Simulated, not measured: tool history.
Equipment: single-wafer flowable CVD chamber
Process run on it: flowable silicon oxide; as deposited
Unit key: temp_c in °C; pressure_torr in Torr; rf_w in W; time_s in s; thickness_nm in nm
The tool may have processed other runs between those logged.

run  hour  temp_c  pressure_torr  rf_w  time_s  thickness_nm
  1   0.0     100          0.788  1925     235        144.67
  2   8.0     100          0.788  2160     235        146.97
  3  10.6      98          0.788  2160     235        159.14
  4  14.1      97          0.788  2160     235        166.36
  5  15.8      96          0.788  2160     235        172.53
  6  21.6      89          0.788  2160     235        222.05
  7  22.9      90          0.788  2160     235        215.90
  8  31.0      91          0.788  2160     235        208.71

For run 9, what comes out?
  9  37.4      92          0.788  2160     235             ?

thickness_nm: 200.21 nm
